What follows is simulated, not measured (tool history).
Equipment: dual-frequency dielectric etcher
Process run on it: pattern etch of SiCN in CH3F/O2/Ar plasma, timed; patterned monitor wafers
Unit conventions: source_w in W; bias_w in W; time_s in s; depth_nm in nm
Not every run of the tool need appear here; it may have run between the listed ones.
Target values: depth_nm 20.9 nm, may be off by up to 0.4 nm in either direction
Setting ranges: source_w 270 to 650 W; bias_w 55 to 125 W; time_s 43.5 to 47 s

Run 1, hour 0: source_w 460 W, bias_w 90 W, time_s 47 s. Result: depth_nm 18.811 nm.
Run 2, hour 6.8: source_w 490 W, bias_w 90 W, time_s 47 s. Result: depth_nm 19.219 nm.
Run 3, hour 8.5: source_w 420 W, bias_w 90 W, time_s 47 s. Result: depth_nm 18.175 nm.
Run 4, hour 13.6: source_w 420 W, bias_w 75 W, time_s 47 s. Result: depth_nm 16.957 nm.
Run 5, hour 20: source_w 420 W, bias_w 75 W, time_s 47 s. Result: depth_nm 16.956 nm.
Run 6, hour 28.3: source_w 420 W, bias_w 75 W, time_s 47 s. Result: depth_nm 16.986 nm.
Run 7, hour 32.8: source_w 450 W, bias_w 77 W, time_s 47 s. Result: depth_nm 17.576 nm.
Run 8, hour 39.9: source_w 480 W, bias_w 78 W, time_s 47 s. Result: depth_nm 18.088 nm.
Run 9, hour 43.3: source_w 580 W, bias_w 85 W, time_s 47 s. Result: depth_nm 19.758 nm.
Run 10, hour 45.9: source_w 590 W, bias_w 86 W, time_s 47 s. Result: depth_nm 20.233 nm.
Run 11, hour 47.2: source_w 600 W, bias_w 86 W, time_s 47 s. Result: depth_nm 20.202 nm.

Exercise: of the 4 proposed moves below, exactly one satisfies all targets within the stated allowed misses. Which move is it?
Run A, hour 48.5: source_w 610 W, bias_w 89 W, time_s 45 s. Result: depth_nm ?.
Run B, hour 48.5: source_w 590 W, bias_w 107 W, time_s 43.5 s. Result: depth_nm ?.
Run C, hour 48.5: source_w 650 W, bias_w 95 W, time_s 45.5 s. Result: depth_nm ?.
Run D, hour 48.5: source_w 590 W, bias_w 88 W, time_s 45.5 s. Result: depth_nm ?.

move  depth_nm
   A    19.712
   B     20.15
   C     20.87
   D    19.618
A: the biggest miss grows against the last run
B: the biggest miss grows against the last run
C: all results land within tolerance of their targets
D: the biggest miss grows against the last run
The move that meets every target is C.
